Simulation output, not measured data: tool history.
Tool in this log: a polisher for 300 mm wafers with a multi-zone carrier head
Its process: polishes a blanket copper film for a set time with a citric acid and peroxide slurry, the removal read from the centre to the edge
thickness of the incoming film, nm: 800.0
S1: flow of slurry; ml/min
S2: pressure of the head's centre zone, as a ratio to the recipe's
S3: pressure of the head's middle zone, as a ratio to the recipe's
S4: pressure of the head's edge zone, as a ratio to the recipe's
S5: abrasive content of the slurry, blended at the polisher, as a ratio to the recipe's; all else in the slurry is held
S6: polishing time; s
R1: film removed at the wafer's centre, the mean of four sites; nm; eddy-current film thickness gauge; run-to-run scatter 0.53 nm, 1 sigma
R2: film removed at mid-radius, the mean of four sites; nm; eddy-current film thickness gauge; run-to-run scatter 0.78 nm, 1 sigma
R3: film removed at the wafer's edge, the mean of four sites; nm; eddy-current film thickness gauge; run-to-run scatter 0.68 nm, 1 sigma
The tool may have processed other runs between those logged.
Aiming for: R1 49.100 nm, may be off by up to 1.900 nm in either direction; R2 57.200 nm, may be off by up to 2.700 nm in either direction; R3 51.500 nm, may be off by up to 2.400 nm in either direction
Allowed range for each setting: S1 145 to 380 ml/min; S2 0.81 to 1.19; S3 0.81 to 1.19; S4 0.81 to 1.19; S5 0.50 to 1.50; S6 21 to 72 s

{"run": 1, "day": 0.0, "S1": 245, "S2": 1.0, "S3": 1.0, "S4": 1.0, "S5": 1.0, "S6": 46, "R1": 68.512, "R2": 69.178, "R3": 69.366}
{"run": 2, "day": 0.158, "S1": 245, "S2": 1.0, "S3": 1.0, "S4": 1.0, "S5": 0.85, "S6": 46, "R1": 66.412, "R2": 67.289, "R3": 67.478}
{"run": 3, "day": 0.383, "S1": 245, "S2": 1.0, "S3": 1.0, "S4": 1.0, "S5": 0.85, "S6": 40, "R1": 56.821, "R2": 57.664, "R3": 59.223}
{"run": 4, "day": 0.421, "S1": 245, "S2": 1.0, "S3": 0.92, "S4": 1.0, "S5": 0.85, "S6": 40, "R1": 56.002, "R2": 54.73, "R3": 58.827}
{"run": 5, "day": 0.558, "S1": 245, "S2": 0.94, "S3": 0.92, "S4": 1.0, "S5": 0.85, "S6": 40, "R1": 53.837, "R2": 53.921, "R3": 58.625}
{"run": 6, "day": 0.696, "S1": 245, "S2": 0.94, "S3": 0.92, "S4": 0.95, "S5": 0.85, "S6": 40, "R1": 53.305, "R2": 53.831, "R3": 56.624}
{"run": 7, "day": 0.988, "S1": 240, "S2": 0.91, "S3": 0.96, "S4": 0.91, "S5": 0.85, "S6": 40, "R1": 52.333, "R2": 55.051, "R3": 56.2}
{"run": 8, "day": 1.171, "S1": 240, "S2": 0.9, "S3": 1.0, "S4": 0.88, "S5": 0.8, "S6": 40, "R1": 51.264, "R2": 57.329, "R3": 54.835}

Below are 4 possible settings for the next run. Only one of them brings all results inside the allowed miss of their targets. Which is it?
{"run": "A", "day": 1.354, "S1": 255, "S2": 0.99, "S3": 1.14, "S4": 0.81, "S5": 0.9, "S6": 35, "R1": "?", "R2": "?", "R3": "?"}
{"run": "B", "day": 1.354, "S1": 255, "S2": 0.88, "S3": 1.03, "S4": 0.82, "S5": 0.8, "S6": 39, "R1": "?", "R2": "?", "R3": "?"}
{"run": "C", "day": 1.354, "S1": 265, "S2": 0.99, "S3": 1.16, "S4": 0.81, "S5": 0.85, "S6": 34, "R1": "?", "R2": "?", "R3": "?"}
{"run": "D", "day": 1.354, "S1": 230, "S2": 1.02, "S3": 1.19, "S4": 0.81, "S5": 0.65, "S6": 36, "R1": "?", "R2": "?", "R3": "?"}

move=A R1=50.484 R2=57.427 R3=46.943
move=B R1=48.941 R2=57.588 R3=51.637
move=C R1=48.830 R2=56.345 R3=45.313
move=D R1=50.014 R2=57.336 R3=45.302
A: takes the biggest miss from the last run beyond its target
B: every result lands within tolerance
C: takes the biggest miss from the last run beyond its target
D: takes the biggest miss from the last run beyond its target
Go with B: it meets all targets.
